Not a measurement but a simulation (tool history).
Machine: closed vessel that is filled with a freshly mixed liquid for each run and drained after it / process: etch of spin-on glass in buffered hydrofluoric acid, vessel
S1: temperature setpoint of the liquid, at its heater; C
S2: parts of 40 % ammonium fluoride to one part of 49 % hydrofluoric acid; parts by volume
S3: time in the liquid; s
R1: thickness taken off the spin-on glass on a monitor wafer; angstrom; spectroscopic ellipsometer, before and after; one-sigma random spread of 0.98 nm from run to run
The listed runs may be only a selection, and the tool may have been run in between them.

{"run": 1, "hour": 0.0, "S1": 21, "S2": 15, "S3": 95, "R1": 2220.7}
{"run": 2, "hour": 8.9, "S1": 20.5, "S2": 16, "S3": 95, "R1": 2016}
{"run": 3, "hour": 10.5, "S1": 20.5, "S2": 13.5, "S3": 95, "R1": 2383.8}
{"run": 4, "hour": 13.9, "S1": 20, "S2": 14.5, "S3": 95, "R1": 2192.6}
{"run": 5, "hour": 18.1, "S1": 20, "S2": 14.5, "S3": 100, "R1": 2319.2}
{"run": 6, "hour": 19.9, "S1": 19.5, "S2": 15.5, "S3": 100, "R1": 2077.7}
{"run": 7, "hour": 22.8, "S1": 17, "S2": 20.5, "S3": 100, "R1": 1388.8}

Estimate the outcome of run 8 from the log above:
{"run": 8, "hour": 24.5, "S1": 17, "S2": 21, "S3": 100, "R1": "?"}

{"run 8": {"R1": 1362.1}}
